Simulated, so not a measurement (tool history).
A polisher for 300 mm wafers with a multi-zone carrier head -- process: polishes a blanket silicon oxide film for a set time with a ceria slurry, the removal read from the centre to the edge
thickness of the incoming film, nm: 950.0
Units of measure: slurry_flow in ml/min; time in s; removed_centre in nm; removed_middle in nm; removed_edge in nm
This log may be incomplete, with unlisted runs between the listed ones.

run 1 hour=0.0 | slurry_flow=290 centre_zone=1.00 middle_zone=1.00 edge_zone=1.00 time=55 | removed_centre=225.64 removed_middle=227.50 removed_edge=227.17
run 2 hour=2.3 | slurry_flow=290 centre_zone=1.03 middle_zone=1.00 edge_zone=1.00 time=55 | removed_centre=230.41 removed_middle=228.14 removed_edge=220.04
run 3 hour=3.1 | slurry_flow=300 centre_zone=1.05 middle_zone=0.99 edge_zone=1.04 time=60 | removed_centre=258.66 removed_middle=247.04 removed_edge=255.54
run 4 hour=8.5 | slurry_flow=300 centre_zone=1.05 middle_zone=0.94 edge_zone=1.04 time=60 | removed_centre=256.27 removed_middle=236.02 removed_edge=250.90
run 5 hour=11.1 | slurry_flow=315 centre_zone=1.09 middle_zone=0.99 edge_zone=1.07 time=62 | removed_centre=281.34 removed_middle=260.80 removed_edge=267.68
run 6 hour=15.1 | slurry_flow=325 centre_zone=1.12 middle_zone=1.02 edge_zone=1.10 time=63 | removed_centre=293.81 removed_middle=272.96 removed_edge=272.47
-- hour=20.7 slurry nozzle cleaned
run 7 hour=20.7 | slurry_flow=330 centre_zone=1.13 middle_zone=1.03 edge_zone=1.12 time=64 | removed_centre=303.46 removed_middle=289.45 removed_edge=285.29
run 8 hour=26.8 | slurry_flow=340 centre_zone=1.15 middle_zone=1.03 edge_zone=1.14 time=64 | removed_centre=313.70 removed_middle=282.34 removed_edge=291.71
run 9 hour=33.9 | slurry_flow=345 centre_zone=1.16 middle_zone=1.05 edge_zone=1.15 time=64 | removed_centre=320.61 removed_middle=291.43 removed_edge=289.01

What does the tool deliver on the next run?
run 10 hour=37.2 | slurry_flow=350 centre_zone=1.16 middle_zone=1.05 edge_zone=1.16 time=64 | removed_centre=? removed_middle=? removed_edge=?

For run 10 the tool returned removed_centre 317.30 nm, removed_middle 293.58 nm, removed_edge 289.65 nm.

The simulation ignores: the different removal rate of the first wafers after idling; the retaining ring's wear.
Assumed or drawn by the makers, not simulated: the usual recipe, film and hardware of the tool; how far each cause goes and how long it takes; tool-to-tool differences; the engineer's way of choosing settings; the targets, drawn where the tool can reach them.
